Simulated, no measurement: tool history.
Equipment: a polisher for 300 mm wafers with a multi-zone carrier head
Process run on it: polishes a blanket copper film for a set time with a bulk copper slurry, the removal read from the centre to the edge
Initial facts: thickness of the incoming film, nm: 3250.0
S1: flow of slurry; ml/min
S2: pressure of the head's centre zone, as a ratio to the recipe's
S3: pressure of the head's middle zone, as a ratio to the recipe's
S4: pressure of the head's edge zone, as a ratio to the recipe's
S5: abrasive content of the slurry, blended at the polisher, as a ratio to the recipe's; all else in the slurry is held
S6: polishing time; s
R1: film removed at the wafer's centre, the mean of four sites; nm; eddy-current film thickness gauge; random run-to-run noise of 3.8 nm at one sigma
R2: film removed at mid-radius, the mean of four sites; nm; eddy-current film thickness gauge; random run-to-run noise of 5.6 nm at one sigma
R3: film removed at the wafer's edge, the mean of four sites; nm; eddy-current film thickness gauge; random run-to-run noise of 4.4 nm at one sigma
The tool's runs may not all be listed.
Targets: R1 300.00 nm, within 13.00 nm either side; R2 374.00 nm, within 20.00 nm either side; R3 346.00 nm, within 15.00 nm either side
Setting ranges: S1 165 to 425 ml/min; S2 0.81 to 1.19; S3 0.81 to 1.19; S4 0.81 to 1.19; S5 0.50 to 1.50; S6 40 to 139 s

Run 1, hour 0.0: S1 275 ml/min, S2 1.00, S3 1.00, S4 1.00, S5 1.00, S6 89 s. Result: R1 530.31 nm, R2 522.82 nm, R3 516.53 nm.
Run 2, hour 5.0: S1 275 ml/min, S2 1.07, S3 1.00, S4 1.00, S5 1.00, S6 89 s. Result: R1 565.58 nm, R2 532.66 nm, R3 525.64 nm.
Run 3, hour 6.2: S1 270 ml/min, S2 1.02, S3 1.02, S4 1.01, S5 0.90, S6 84 s. Result: R1 500.59 nm, R2 502.74 nm, R3 480.58 nm.
Run 4, hour 7.6: S1 270 ml/min, S2 1.02, S3 1.02, S4 0.98, S5 0.90, S6 84 s. Result: R1 496.58 nm, R2 503.80 nm, R3 480.57 nm.
Run 5, hour 16.5: S1 270 ml/min, S2 1.02, S3 0.93, S4 0.98, S5 0.90, S6 84 s. Result: R1 499.75 nm, R2 468.53 nm, R3 469.75 nm.
Run 6, hour 20.2: S1 270 ml/min, S2 1.02, S3 0.93, S4 1.03, S5 0.90, S6 84 s. Result: R1 492.80 nm, R2 447.46 nm, R3 490.59 nm.
Run 7, hour 26.6: S1 265 ml/min, S2 0.98, S3 0.95, S4 1.02, S5 0.85, S6 80 s. Result: R1 458.96 nm, R2 455.22 nm, R3 443.87 nm.
Run 8, hour 31.9: S1 265 ml/min, S2 0.94, S3 0.96, S4 1.06, S5 0.85, S6 75 s. Result: R1 408.17 nm, R2 412.13 nm, R3 433.24 nm.
Run 9, hour 35.6: S1 260 ml/min, S2 0.91, S3 0.97, S4 1.06, S5 0.80, S6 73 s. Result: R1 374.12 nm, R2 401.26 nm, R3 423.44 nm.
Run 10, hour 42.2: S1 260 ml/min, S2 0.89, S3 0.97, S4 1.04, S5 0.75, S6 72 s. Result: R1 373.93 nm, R2 395.08 nm, R3 403.22 nm.
Run 11, hour 45.2: S1 255 ml/min, S2 0.87, S3 0.99, S4 1.04, S5 0.70, S6 70 s. Result: R1 341.46 nm, R2 385.67 nm, R3 392.35 nm.
Run 12, hour 48.3: S1 255 ml/min, S2 0.86, S3 1.00, S4 1.02, S5 0.65, S6 69 s. Result: R1 322.74 nm, R2 386.61 nm, R3 374.13 nm.
Run 13, hour 49.9: S1 255 ml/min, S2 0.85, S3 1.00, S4 1.01, S5 0.65, S6 69 s. Result: R1 327.80 nm, R2 383.23 nm, R3 373.63 nm.
Run 14, hour 58.2: S1 255 ml/min, S2 0.84, S3 1.00, S4 1.00, S5 0.60, S6 69 s. Result: R1 316.19 nm, R2 380.17 nm, R3 373.30 nm.
Run 15, hour 63.1: S1 255 ml/min, S2 0.84, S3 1.00, S4 0.99, S5 0.60, S6 69 s. Result: R1 315.56 nm, R2 377.58 nm, R3 384.36 nm.

Below are 4 possible settings for the next run. Only one of them brings all results inside the allowed miss of their targets. Which is it?
Run A, hour 68.0: S1 200 ml/min, S2 0.81, S3 1.03, S4 0.81, S5 0.50, S6 70 s. Result: R1 ?, R2 ?, R3 ?.
Run B, hour 68.0: S1 200 ml/min, S2 0.81, S3 0.97, S4 0.98, S5 0.50, S6 81 s. Result: R1 ?, R2 ?, R3 ?.
Run C, hour 68.0: S1 245 ml/min, S2 0.94, S3 1.05, S4 0.88, S5 0.70, S6 67 s. Result: R1 ?, R2 ?, R3 ?.
Run D, hour 68.0: S1 290 ml/min, S2 0.94, S3 1.19, S4 1.01, S5 0.60, S6 58 s. Result: R1 ?, R2 ?, R3 ?.

move      R1      R2      R3
   A  299.32  384.03  340.16
   B  346.22  422.36  416.61
   C  355.09  397.24  352.68
   D  306.93  381.26  315.34
A: hits every target within its allowed miss
B: further off than the last run
C: the worst result of the last run now meets its target, but another is out of spec
D: the result that was furthest off in the last run now lies on the other side of its target
Correct choice: A, which meets every target
